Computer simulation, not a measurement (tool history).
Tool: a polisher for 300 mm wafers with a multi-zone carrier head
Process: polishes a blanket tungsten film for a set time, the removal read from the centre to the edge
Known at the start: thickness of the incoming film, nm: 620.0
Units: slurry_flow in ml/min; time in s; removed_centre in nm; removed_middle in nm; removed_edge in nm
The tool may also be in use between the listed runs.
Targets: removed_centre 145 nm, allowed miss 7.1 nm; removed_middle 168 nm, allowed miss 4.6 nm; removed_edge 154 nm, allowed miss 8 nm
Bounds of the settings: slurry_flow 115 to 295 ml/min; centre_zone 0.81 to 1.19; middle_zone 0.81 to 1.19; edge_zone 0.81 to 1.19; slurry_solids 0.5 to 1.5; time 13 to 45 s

Run 1, hour 0: slurry_flow 190 ml/min, centre_zone 1, middle_zone 1, edge_zone 1, slurry_solids 1, time 29 s. Result: removed_centre 253.88 nm, removed_middle 256.76 nm, removed_edge 238.29 nm.
Run 2, hour 6.1: slurry_flow 185 ml/min, centre_zone 0.96, middle_zone 0.99, edge_zone 0.97, slurry_solids 0.9, time 27 s. Result: removed_centre 216.29 nm, removed_middle 225.87 nm, removed_edge 205.94 nm.
Run 3, hour 7.6: slurry_flow 175 ml/min, centre_zone 0.92, middle_zone 0.97, edge_zone 0.96, slurry_solids 0.8, time 27 s. Result: removed_centre 199.54 nm, removed_middle 211.48 nm, removed_edge 194.54 nm.
Run 4, hour 16.1: slurry_flow 165 ml/min, centre_zone 0.89, middle_zone 0.97, edge_zone 0.96, slurry_solids 0.75, time 26 s. Result: removed_centre 176.52 nm, removed_middle 197.72 nm, removed_edge 180.9 nm.
Run 5, hour 20.2: slurry_flow 165 ml/min, centre_zone 0.89, middle_zone 0.97, edge_zone 0.96, slurry_solids 0.85, time 26 s. Result: removed_centre 187.25 nm, removed_middle 207.74 nm, removed_edge 187.44 nm.
Run 6, hour 28.7: slurry_flow 165 ml/min, centre_zone 0.89, middle_zone 0.97, edge_zone 1.02, slurry_solids 0.85, time 26 s. Result: removed_centre 183.32 nm, removed_middle 206.65 nm, removed_edge 199.81 nm.
Run 7, hour 33: slurry_flow 160 ml/min, centre_zone 0.87, middle_zone 0.96, edge_zone 1, slurry_solids 0.8, time 26 s. Result: removed_centre 177.01 nm, removed_middle 198.1 nm, removed_edge 188.6 nm.
Run 8, hour 34: slurry_flow 160 ml/min, centre_zone 0.87, middle_zone 0.96, edge_zone 1, slurry_solids 0.8, time 26 s. Result: removed_centre 176.8 nm, removed_middle 201.27 nm, removed_edge 187.82 nm.
Run 9, hour 42.1: slurry_flow 155 ml/min, centre_zone 0.86, middle_zone 0.95, edge_zone 0.99, slurry_solids 0.75, time 26 s. Result: removed_centre 169.65 nm, removed_middle 194.27 nm, removed_edge 180.61 nm.
Run 10, hour 43: slurry_flow 125 ml/min, centre_zone 0.81, middle_zone 0.88, edge_zone 0.89, slurry_solids 0.55, time 26 s. Result: removed_centre 129.42 nm, removed_middle 150.63 nm, removed_edge 142.55 nm.
Run 11, hour 47.1: slurry_flow 140 ml/min, centre_zone 0.81, middle_zone 0.89, edge_zone 0.89, slurry_solids 0.55, time 26 s. Result: removed_centre 132.73 nm, removed_middle 156.83 nm, removed_edge 144.07 nm.
Run 12, hour 55.9: slurry_flow 150 ml/min, centre_zone 0.82, middle_zone 0.89, edge_zone 0.9, slurry_solids 0.55, time 26 s. Result: removed_centre 136.18 nm, removed_middle 158.73 nm, removed_edge 149.55 nm.
Run 13, hour 57.5: slurry_flow 155 ml/min, centre_zone 0.82, middle_zone 0.89, edge_zone 0.89, slurry_solids 0.55, time 26 s. Result: removed_centre 138.9 nm, removed_middle 157.43 nm, removed_edge 153.95 nm.
Run 14, hour 60.6: slurry_flow 155 ml/min, centre_zone 0.82, middle_zone 0.9, edge_zone 0.88, slurry_solids 0.55, time 26 s. Result: removed_centre 138.61 nm, removed_middle 160.74 nm, removed_edge 147.78 nm.
At hour 66.6: edge zone pressure recalibrated.
Run 15, hour 66.6: slurry_flow 160 ml/min, centre_zone 0.82, middle_zone 0.9, edge_zone 0.88, slurry_solids 0.55, time 26 s. Result: removed_centre 141.18 nm, removed_middle 160.43 nm, removed_edge 158.9 nm.
Run 16, hour 70.8: slurry_flow 155 ml/min, centre_zone 0.83, middle_zone 0.91, edge_zone 0.88, slurry_solids 0.55, time 26 s. Result: removed_centre 140.23 nm, removed_middle 161.32 nm, removed_edge 154.84 nm.

Which of these 4 next moves meets every target?
Run A, hour 75: slurry_flow 140 ml/min, centre_zone 0.86, middle_zone 0.92, edge_zone 0.81, slurry_solids 0.6, time 25 s. Result: removed_centre ?, removed_middle ?, removed_edge ?.
Run B, hour 75: slurry_flow 115 ml/min, centre_zone 0.9, middle_zone 1.14, edge_zone 0.94, slurry_solids 1.25, time 17 s. Result: removed_centre ?, removed_middle ?, removed_edge ?.
Run C, hour 75: slurry_flow 115 ml/min, centre_zone 0.88, middle_zone 1, edge_zone 0.86, slurry_solids 1.05, time 21 s. Result: removed_centre ?, removed_middle ?, removed_edge ?.
Run D, hour 75: slurry_flow 115 ml/min, centre_zone 0.91, middle_zone 0.96, edge_zone 0.92, slurry_solids 0.95, time 21 s. Result: removed_centre ?, removed_middle ?, removed_edge ?.

move  removed_centre  removed_middle  removed_edge
   A          143.31           160.3        150.41
   B          127.38          156.68        138.74
   C          144.97          167.93        155.85
   D          144.54          158.03        154.74
A: further off than the last run
B: further off than the last run
C: meets every target
D: further off than the last run
Answer: C
